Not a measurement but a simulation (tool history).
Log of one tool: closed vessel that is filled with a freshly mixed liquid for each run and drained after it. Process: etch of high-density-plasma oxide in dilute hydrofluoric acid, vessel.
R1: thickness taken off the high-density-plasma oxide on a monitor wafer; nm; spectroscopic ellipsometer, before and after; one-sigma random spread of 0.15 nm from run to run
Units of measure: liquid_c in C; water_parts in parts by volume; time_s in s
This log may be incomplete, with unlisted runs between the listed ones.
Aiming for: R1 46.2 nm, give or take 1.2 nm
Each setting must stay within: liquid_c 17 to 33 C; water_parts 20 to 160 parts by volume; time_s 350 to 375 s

{"run": 1, "hour": 0.0, "liquid_c": 25, "water_parts": 90, "time_s": 350, "R1": 20.205}
{"run": 2, "hour": 4.7, "liquid_c": 26, "water_parts": 85, "time_s": 350, "R1": 22.586}
{"run": 3, "hour": 13.7, "liquid_c": 27, "water_parts": 80, "time_s": 350, "R1": 24.982}
{"run": 4, "hour": 21.3, "liquid_c": 27, "water_parts": 80, "time_s": 350, "R1": 25.052}
{"run": 5, "hour": 28.1, "liquid_c": 28, "water_parts": 75, "time_s": 350, "R1": 28.13}
{"run": 6, "hour": 37.0, "liquid_c": 28.5, "water_parts": 70, "time_s": 350, "R1": 30.69}
{"run": 7, "hour": 43.9, "liquid_c": 29, "water_parts": 70, "time_s": 350, "R1": 31.411}
{"run": 8, "hour": 50.5, "liquid_c": 29.5, "water_parts": 70, "time_s": 350, "R1": 31.933}
{"run": 9, "hour": 56.4, "liquid_c": 33, "water_parts": 45, "time_s": 350, "R1": 59.71}
{"run": 10, "hour": 61.9, "liquid_c": 32.5, "water_parts": 45, "time_s": 350, "R1": 58.141}
{"run": 11, "hour": 64.3, "liquid_c": 32, "water_parts": 45, "time_s": 350, "R1": 57.184}
{"run": 12, "hour": 67.8, "liquid_c": 31.5, "water_parts": 45, "time_s": 350, "R1": 55.837}
{"run": 13, "hour": 74.5, "liquid_c": 27.5, "water_parts": 45, "time_s": 350, "R1": 47.767}

Consider the 4 candidate settings below. Which is the only one whose results all fall within their allowed miss of target?
{"run": "A", "hour": 81.2, "liquid_c": 25.5, "water_parts": 40, "time_s": 350, "R1": "?"}
{"run": "B", "hour": 81.2, "liquid_c": 27, "water_parts": 45, "time_s": 375, "R1": "?"}
{"run": "C", "hour": 81.2, "liquid_c": 25, "water_parts": 45, "time_s": 375, "R1": "?"}
{"run": "D", "hour": 81.2, "liquid_c": 27.5, "water_parts": 45, "time_s": 360, "R1": "?"}

move=A R1=50.136
move=B R1=50.396
move=C R1=46.458
move=D R1=49.364
A: its largest miss is bigger than the last run's
B: its largest miss is bigger than the last run's
C: all results land within tolerance of their targets
D: its largest miss is bigger than the last run's
So the answer is move C, the one that meets all the targets.

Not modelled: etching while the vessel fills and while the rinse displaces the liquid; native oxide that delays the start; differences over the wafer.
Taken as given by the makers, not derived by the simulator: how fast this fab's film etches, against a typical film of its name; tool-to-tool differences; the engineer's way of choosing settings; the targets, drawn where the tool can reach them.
